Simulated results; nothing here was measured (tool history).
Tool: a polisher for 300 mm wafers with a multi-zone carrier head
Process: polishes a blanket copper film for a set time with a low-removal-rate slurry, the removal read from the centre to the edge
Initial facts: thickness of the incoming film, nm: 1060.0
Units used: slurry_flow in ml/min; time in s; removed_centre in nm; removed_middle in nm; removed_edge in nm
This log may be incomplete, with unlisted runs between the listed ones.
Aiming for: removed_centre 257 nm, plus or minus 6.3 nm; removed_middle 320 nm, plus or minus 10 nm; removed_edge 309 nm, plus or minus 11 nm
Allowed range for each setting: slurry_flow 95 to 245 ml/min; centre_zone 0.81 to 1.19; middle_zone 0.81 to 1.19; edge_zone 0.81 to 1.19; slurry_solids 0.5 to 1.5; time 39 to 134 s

run	hour	slurry_flow	centre_zone	middle_zone	edge_zone	slurry_solids	time	removed_centre	removed_middle	removed_edge
1	0	155	1	1	1	1	86	273.77	270.92	272.28
2	6	155	1.07	1	1	1	86	292.24	265.47	270.89
3	8.7	155	1.04	1.02	1.02	1.05	86	287.07	274.99	276.7
4	14.7	180	1.04	1.02	1.02	1.05	86	296.45	285.57	284.13
5	17	180	1.02	1.03	1.04	1.05	86	287.59	283.56	284.54
6	20.5	180	1	1.04	1.05	1.1	86	290.45	290.53	288.91
7	26.9	145	0.9	1.14	1.15	1.2	88	256.64	307.05	307.23
8	28.1	145	0.9	1.15	1.15	1.2	88	258.97	304.96	301.75
9	36.8	145	0.89	1.16	1.15	1.2	88	255.59	309.04	308.13

Pick the move, out of 4, that brings all results within their allowed miss; only one does.
A	45.5	120	0.87	1.16	1.05	1.4	92	?	?	?
B	45.5	150	0.92	1.11	1.15	1.5	83	?	?	?
C	45.5	145	0.89	1.11	1.15	1.15	89	?	?	?
D	45.5	135	0.88	1.12	1.16	1.2	88	?	?	?

move	removed_centre	removed_middle	removed_edge
A	258.48	318.67	308.53
B	262.26	296.36	303.14
C	254.95	298.17	305.45
D	247.97	295.33	303.28
A: hits every target within its allowed miss
B: the biggest miss grows against the last run
C: the biggest miss grows against the last run
D: the biggest miss grows against the last run
The move that meets every target is A.
